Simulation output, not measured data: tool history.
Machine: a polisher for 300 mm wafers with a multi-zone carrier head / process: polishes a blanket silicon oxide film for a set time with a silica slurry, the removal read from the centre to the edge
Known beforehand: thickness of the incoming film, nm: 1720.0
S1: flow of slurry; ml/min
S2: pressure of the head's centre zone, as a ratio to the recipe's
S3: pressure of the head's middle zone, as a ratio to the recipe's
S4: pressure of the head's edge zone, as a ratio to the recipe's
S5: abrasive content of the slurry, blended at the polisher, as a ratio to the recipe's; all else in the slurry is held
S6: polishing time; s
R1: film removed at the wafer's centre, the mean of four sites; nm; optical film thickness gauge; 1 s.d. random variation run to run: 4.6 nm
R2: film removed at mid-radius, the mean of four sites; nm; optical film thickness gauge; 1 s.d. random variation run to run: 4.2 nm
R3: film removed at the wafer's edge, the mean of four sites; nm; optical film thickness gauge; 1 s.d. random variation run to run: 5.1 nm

run	day	S1	S2	S3	S4	S5	S6	R1	R2	R3
1	0	295	1	1	1	1	74	317.84	322.27	317.09
2	0.367	365	1	1	1	1	74	325.51	329.23	320.86
3	0.621	365	1	1	0.96	1	74	322.46	337.59	315.29
4	0.867	295	1	1	0.96	1	74	316	325.6	316.35
5	0.962	285	1.01	0.99	0.97	1.05	75	330.53	336.67	326.83
6	1.079	285	1.01	0.99	0.97	0.85	75	296.03	302.13	292.03
7	1.412	305	1.11	0.97	1.07	1.1	77	388.64	350.74	353.69
8	1.688	300	1.11	0.96	1.08	1.15	77	394.99	345.34	365.82
9	2.054	300	1.11	0.97	1.09	1.2	77	393.27	364	380.85
10	2.404	305	1.12	0.97	1.09	1.25	77	408.98	371.88	381.61
11	2.712	305	1.13	0.97	1.1	1.3	77	421.9	370.74	400.47

Run 12 is up next; what results do you expect?
12	3.046	305	1.14	0.98	1.11	1.3	77	?	?	?

R1: 425.87 nm
R2: 386.09 nm
R3: 392.17 nm
